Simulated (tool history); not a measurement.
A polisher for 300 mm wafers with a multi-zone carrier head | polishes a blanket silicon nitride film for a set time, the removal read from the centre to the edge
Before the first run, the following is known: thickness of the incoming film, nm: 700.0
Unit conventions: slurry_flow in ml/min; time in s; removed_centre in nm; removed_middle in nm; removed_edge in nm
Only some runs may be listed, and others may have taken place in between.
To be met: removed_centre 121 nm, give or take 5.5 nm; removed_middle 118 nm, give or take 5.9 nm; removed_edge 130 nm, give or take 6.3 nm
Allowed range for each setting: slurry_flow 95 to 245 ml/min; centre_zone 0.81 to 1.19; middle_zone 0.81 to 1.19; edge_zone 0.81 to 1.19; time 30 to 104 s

| run | hour | slurry_flow | centre_zone | middle_zone | edge_zone | time | removed_centre | removed_middle | removed_edge |
|---|---|---|---|---|---|---|---|---|---|
| 1 | 0 | 155 | 1 | 1 | 1 | 67 | 160.83 | 157.09 | 153.08 |
| 2 | 4.1 | 150 | 0.99 | 0.98 | 1 | 66 | 150.13 | 145.92 | 152.05 |
| 3 | 10.1 | 150 | 0.99 | 0.94 | 1 | 66 | 152.6 | 150.28 | 154.63 |
| 4 | 10.6 | 150 | 0.99 | 0.98 | 1 | 66 | 150.02 | 151.06 | 156.47 |
| 5 | 16 | 150 | 0.99 | 0.97 | 1 | 64 | 149.71 | 143.57 | 151.16 |
| 6 | 16.8 | 145 | 0.98 | 0.97 | 0.99 | 63 | 142.34 | 141.29 | 143.65 |
| 7 | 17.7 | 140 | 0.98 | 0.96 | 0.99 | 62 | 141.2 | 140.47 | 137.4 |
| 8 | 19.5 | 140 | 0.98 | 0.95 | 1 | 61 | 141.85 | 133.98 | 141.77 |
| 9 | 26.7 | 135 | 0.97 | 0.95 | 1 | 60 | 130.76 | 128.72 | 136.75 |
| 10 | 29.1 | 130 | 0.97 | 0.95 | 1 | 60 | 133.24 | 128.49 | 135.36 |
| 11 | 33.2 | 125 | 0.96 | 0.95 | 1 | 60 | 131.53 | 130.44 | 133.05 |

Of the 4 settings listed for the next run, only one would bring every result within its allowed miss of target. Which one?
| A | 37.3 | 95 | 0.9 | 1.08 | 0.92 | 64 | ? | ? | ? |
| B | 37.3 | 95 | 0.88 | 0.91 | 0.88 | 67 | ? | ? | ? |
| C | 37.3 | 95 | 0.84 | 1.15 | 0.81 | 62 | ? | ? | ? |
| D | 37.3 | 95 | 0.98 | 0.95 | 1.06 | 58 | ? | ? | ? |

| move | removed_centre | removed_middle | removed_edge |
|---|---|---|---|
| A | 125.73 | 148.15 | 134.55 |
| B | 128.63 | 134.26 | 138.33 |
| C | 113.98 | 151.53 | 122.98 |
| D | 123.64 | 120.38 | 130.75 |
A: moves away from the targets compared with the last run
B: moves away from the targets compared with the last run
C: moves away from the targets compared with the last run
D: all results in spec
Answer: D
